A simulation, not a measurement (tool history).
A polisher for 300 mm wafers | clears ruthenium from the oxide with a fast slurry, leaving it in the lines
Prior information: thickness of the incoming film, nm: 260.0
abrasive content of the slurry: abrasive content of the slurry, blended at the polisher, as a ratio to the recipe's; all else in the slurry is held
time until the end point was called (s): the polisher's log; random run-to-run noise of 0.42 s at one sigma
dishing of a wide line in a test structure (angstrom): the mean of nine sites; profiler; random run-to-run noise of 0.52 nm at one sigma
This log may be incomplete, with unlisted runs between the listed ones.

run,hour,flow of slurry (ml/min),pressure of the wafer on the pad (psi),speed of the pad under the wafer (m/s),abrasive content of the slurry,overpolish time after the end point (s),time until the end point was called (s),dishing of a wide line in a test structure (angstrom)
1,0,250,1.8,0.98,1,9,86.229,234.62
2,2,250,1.8,0.98,1.15,9,80.517,244.04
3,5.4,250,1.8,1.2,1.15,9,65.697,299.71
4,6.7,250,1.4,1.2,1.15,9,76.114,260.4
5,14.1,250,1.1,1.2,1.15,9,87.433,227.79
6,19.2,255,1.4,1.2,1.15,8,75.83,244.7
7,25.7,235,1.6,1.2,1.2,7,69.712,229.18
8,32.3,305,2.1,1.22,1.25,4,54.643,161.84
9,34,295,2.2,1.22,1.25,4,52.737,174.44
10,35.4,285,2.3,1.22,1.25,4,51.063,182.07
11,44.2,275,2.4,1.22,1.25,4,50.362,182.85
12,52.9,275,2.5,1.22,1.25,4,49.783,190.64
13,54.9,280,2.6,1.22,1.25,4,48.144,189.89

Run 14 has not been measured yet. What should we expect?
14,56.6,275,2.6,1.24,1.25,4,?,?

time until the end point was called (s): 47.132
dishing of a wide line in a test structure (angstrom): 195.44

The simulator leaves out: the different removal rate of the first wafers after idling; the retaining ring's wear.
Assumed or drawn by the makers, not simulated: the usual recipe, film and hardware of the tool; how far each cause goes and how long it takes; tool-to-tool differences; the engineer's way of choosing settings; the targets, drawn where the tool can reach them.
